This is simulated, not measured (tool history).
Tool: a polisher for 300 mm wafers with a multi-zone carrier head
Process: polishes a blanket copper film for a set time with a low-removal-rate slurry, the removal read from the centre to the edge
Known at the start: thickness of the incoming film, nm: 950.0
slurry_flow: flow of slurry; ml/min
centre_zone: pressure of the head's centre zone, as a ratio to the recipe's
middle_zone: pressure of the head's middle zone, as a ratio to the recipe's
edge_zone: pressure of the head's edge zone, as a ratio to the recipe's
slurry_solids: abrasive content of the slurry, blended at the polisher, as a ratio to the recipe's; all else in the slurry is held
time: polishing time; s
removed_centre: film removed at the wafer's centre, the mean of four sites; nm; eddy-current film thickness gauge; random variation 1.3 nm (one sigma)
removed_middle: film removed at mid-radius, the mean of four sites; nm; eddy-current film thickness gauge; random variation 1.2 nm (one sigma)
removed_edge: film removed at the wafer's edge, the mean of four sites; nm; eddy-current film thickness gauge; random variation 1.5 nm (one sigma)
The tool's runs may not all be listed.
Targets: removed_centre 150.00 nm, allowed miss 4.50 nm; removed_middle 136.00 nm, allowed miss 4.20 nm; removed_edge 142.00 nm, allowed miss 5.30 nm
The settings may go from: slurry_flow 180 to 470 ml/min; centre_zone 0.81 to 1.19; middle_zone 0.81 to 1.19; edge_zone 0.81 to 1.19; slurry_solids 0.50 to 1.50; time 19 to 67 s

run,hour,slurry_flow,centre_zone,middle_zone,edge_zone,slurry_solids,time,removed_centre,removed_middle,removed_edge
1,0.0,300,1.00,1.00,1.00,1.00,43,223.48,221.09,228.28
2,9.0,300,1.00,1.00,1.00,0.90,43,224.64,217.55,219.84
3,13.5,225,1.00,1.00,1.00,0.90,43,218.21,214.18,218.11
4,16.7,225,0.92,1.00,1.00,0.90,43,196.66,211.79,215.87
5,25.1,225,0.92,1.00,1.00,1.00,43,200.45,218.70,218.20
6,27.0,225,0.92,1.00,1.00,1.00,53,248.59,269.84,267.99
7,31.9,220,0.94,0.97,0.94,0.85,45,207.98,212.12,215.36
8,40.7,220,0.95,0.95,0.90,0.75,40,181.50,183.54,184.36
9,48.4,225,0.97,0.92,0.88,0.65,37,168.76,162.44,159.88
10,56.6,220,0.96,0.89,0.88,0.60,36,157.82,147.86,155.07
11,62.2,220,0.96,0.88,0.86,0.55,36,153.48,143.57,151.17
12,63.7,220,0.97,0.87,0.85,0.55,36,159.06,146.42,149.86
13,65.9,210,0.94,0.81,0.82,0.50,35,145.64,129.14,140.46
14,67.1,220,0.95,0.82,0.82,0.50,35,148.43,131.00,139.37

4 next moves are on the table. One of them brings every result within its allowed miss. Which?
A,68.3,185,0.97,0.85,0.81,0.65,34,?,?,?
B,68.3,185,0.95,0.81,0.81,0.55,39,?,?,?
C,68.3,265,0.98,0.83,0.85,0.50,33,?,?,?
D,68.3,210,0.96,0.96,0.81,0.75,33,?,?,?

move,removed_centre,removed_middle,removed_edge
A,152.25,136.42,144.13
B,165.11,145.93,159.73
C,146.22,127.01,138.46
D,152.74,151.10,145.22
A: meets every target
B: takes the result that was furthest off past its target
C: further off than the last run
D: takes the result that was furthest off past its target
Move A is the one to make.
